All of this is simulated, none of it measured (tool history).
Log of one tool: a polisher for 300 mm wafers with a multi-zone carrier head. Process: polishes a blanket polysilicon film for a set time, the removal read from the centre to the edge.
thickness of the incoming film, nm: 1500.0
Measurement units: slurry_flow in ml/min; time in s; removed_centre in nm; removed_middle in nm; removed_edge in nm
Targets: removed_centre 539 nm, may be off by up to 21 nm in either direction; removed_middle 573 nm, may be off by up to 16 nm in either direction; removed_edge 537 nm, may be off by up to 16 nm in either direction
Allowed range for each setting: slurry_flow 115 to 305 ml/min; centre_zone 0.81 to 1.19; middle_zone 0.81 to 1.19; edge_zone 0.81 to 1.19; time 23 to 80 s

{"run": 1, "hour": 0.0, "slurry_flow": 195, "centre_zone": 1, "middle_zone": 1, "edge_zone": 1, "time": 51, "removed_centre": 459.1, "removed_middle": 456.5, "removed_edge": 447.53}
{"run": 2, "hour": 6.6, "slurry_flow": 195, "centre_zone": 1, "middle_zone": 1, "edge_zone": 1, "time": 61, "removed_centre": 539.17, "removed_middle": 547.68, "removed_edge": 544.97}
{"run": 3, "hour": 14.7, "slurry_flow": 195, "centre_zone": 1, "middle_zone": 1, "edge_zone": 1, "time": 51, "removed_centre": 462.24, "removed_middle": 455.06, "removed_edge": 451.71}
{"run": 4, "hour": 22.9, "slurry_flow": 195, "centre_zone": 1.07, "middle_zone": 1, "edge_zone": 1, "time": 51, "removed_centre": 487.71, "removed_middle": 453.6, "removed_edge": 450.02}
{"run": 5, "hour": 23.8, "slurry_flow": 195, "centre_zone": 1.15, "middle_zone": 1, "edge_zone": 1, "time": 51, "removed_centre": 522.71, "removed_middle": 455.12, "removed_edge": 455.86}
{"run": 6, "hour": 31.5, "slurry_flow": 200, "centre_zone": 1.14, "middle_zone": 1.02, "edge_zone": 1.02, "time": 51, "removed_centre": 511.51, "removed_middle": 472.65, "removed_edge": 459.07}
{"run": 7, "hour": 36.7, "slurry_flow": 205, "centre_zone": 1.14, "middle_zone": 1.03, "edge_zone": 1.04, "time": 51, "removed_centre": 527.14, "removed_middle": 475.07, "removed_edge": 453.71}
{"run": 8, "hour": 41.3, "slurry_flow": 200, "centre_zone": 1.12, "middle_zone": 1.03, "edge_zone": 1.04, "time": 52, "removed_centre": 526.91, "removed_middle": 478.79, "removed_edge": 470.52}
{"run": 9, "hour": 46.5, "slurry_flow": 200, "centre_zone": 1.1, "middle_zone": 1.04, "edge_zone": 1.05, "time": 53, "removed_centre": 515.24, "removed_middle": 490.01, "removed_edge": 477.78}
{"run": 10, "hour": 47.4, "slurry_flow": 205, "centre_zone": 1.09, "middle_zone": 1.05, "edge_zone": 1.06, "time": 54, "removed_centre": 537.28, "removed_middle": 507.2, "removed_edge": 495.21}
{"run": 11, "hour": 52.8, "slurry_flow": 210, "centre_zone": 1.08, "middle_zone": 1.06, "edge_zone": 1.07, "time": 54, "removed_centre": 526.83, "removed_middle": 503.83, "removed_edge": 497.36}
{"run": 12, "hour": 53.4, "slurry_flow": 215, "centre_zone": 1.07, "middle_zone": 1.08, "edge_zone": 1.08, "time": 54, "removed_centre": 529.13, "removed_middle": 523.35, "removed_edge": 496.95}
{"run": 13, "hour": 60.5, "slurry_flow": 220, "centre_zone": 1.06, "middle_zone": 1.09, "edge_zone": 1.09, "time": 54, "removed_centre": 529.62, "removed_middle": 536.22, "removed_edge": 508.36}
{"run": 14, "hour": 64.4, "slurry_flow": 225, "centre_zone": 1.06, "middle_zone": 1.09, "edge_zone": 1.09, "time": 54, "removed_centre": 526.11, "removed_middle": 525.26, "removed_edge": 502.79}

Pick the move, out of 5, that brings all results within their allowed miss; only one does.
{"run": "A", "hour": 68.3, "slurry_flow": 140, "centre_zone": 1.04, "middle_zone": 1.13, "edge_zone": 1.19, "time": 62, "removed_centre": "?", "removed_middle": "?", "removed_edge": "?"}
{"run": "B", "hour": 68.3, "slurry_flow": 290, "centre_zone": 1, "middle_zone": 1.09, "edge_zone": 1.19, "time": 57, "removed_centre": "?", "removed_middle": "?", "removed_edge": "?"}
{"run": "C", "hour": 68.3, "slurry_flow": 220, "centre_zone": 1, "middle_zone": 1.09, "edge_zone": 1.04, "time": 59, "removed_centre": "?", "removed_middle": "?", "removed_edge": "?"}
{"run": "D", "hour": 68.3, "slurry_flow": 205, "centre_zone": 0.98, "middle_zone": 1.14, "edge_zone": 1.08, "time": 61, "removed_centre": "?", "removed_middle": "?", "removed_edge": "?"}
{"run": "E", "hour": 68.3, "slurry_flow": 225, "centre_zone": 1.02, "middle_zone": 1.16, "edge_zone": 1.05, "time": 58, "removed_centre": "?", "removed_middle": "?", "removed_edge": "?"}

move=A removed_centre=540.01 removed_middle=570.56 removed_edge=566.83
move=B removed_centre=540.55 removed_middle=568.51 removed_edge=566.14
move=C removed_centre=539.55 removed_middle=569.69 removed_edge=533.8
move=D removed_centre=540.73 removed_middle=606.07 removed_edge=557.79
move=E removed_centre=543.19 removed_middle=592.51 removed_edge=527.94
A: the furthest-off result lands on target, but another misses its tolerance
B: the furthest-off result lands on target, but another misses its tolerance
C: each result inside its tolerance
D: takes the result that was furthest off past its target
E: takes the result that was furthest off past its target
Go with C: it meets all targets.

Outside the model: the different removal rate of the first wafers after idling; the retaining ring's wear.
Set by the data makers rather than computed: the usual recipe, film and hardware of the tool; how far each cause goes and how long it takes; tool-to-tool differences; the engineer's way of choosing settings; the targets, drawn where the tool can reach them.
